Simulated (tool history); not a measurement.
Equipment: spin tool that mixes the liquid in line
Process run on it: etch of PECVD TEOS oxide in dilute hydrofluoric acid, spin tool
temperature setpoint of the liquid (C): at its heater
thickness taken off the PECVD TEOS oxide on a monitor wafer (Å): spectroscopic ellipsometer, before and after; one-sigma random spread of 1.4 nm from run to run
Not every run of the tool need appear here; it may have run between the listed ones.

run	day	temperature setpoint of the liquid (C)	parts of water to one part of 49 % hydrofluoric acid (parts by volume)	time under the liquid (s)	thickness taken off the PECVD TEOS oxide on a monitor wafer (Å)
1	0.000	21.0	75	185	369.85
2	0.262	21.0	75	185	373.40
3	0.446	21.0	105	185	257.17
4	0.517	23.0	85	185	355.45
5	0.608	23.0	100	185	288.58
6	0.771	23.0	115	185	248.99
7	1.008	27.0	85	195	430.23
8	1.279	27.0	85	195	433.57
9	1.388	27.0	85	195	435.90
10	1.425	27.5	70	195	548.77
11	1.533	28.0	60	195	655.77
12	1.679	28.0	50	195	803.47
13	1.883	28.0	45	195	899.76
14	2.117	28.0	45	195	907.70
15	2.262	28.0	40	195	1028.30
16	2.488	28.0	35	195	1164.40
17	2.683	28.0	30	195	1381.20
18	2.833	28.0	25	195	1662.70
19	3.183	28.0	30	195	1377.10
20	3.433	28.0	25	195	1666.30
21	3.462	28.0	30	195	1380.30
22	3.483	28.0	25	195	1676.20
23	3.575	28.0	30	195	1405.20
24	3.812	28.0	25	195	1672.90
25	3.908	28.0	30	195	1372.40

Estimate the outcome of run 26 from the log above:
26	4.221	28.0	25	195	?

{"run 26": {"thickness taken off the PECVD TEOS oxide on a monitor wafer (Å)": 1666.8}}
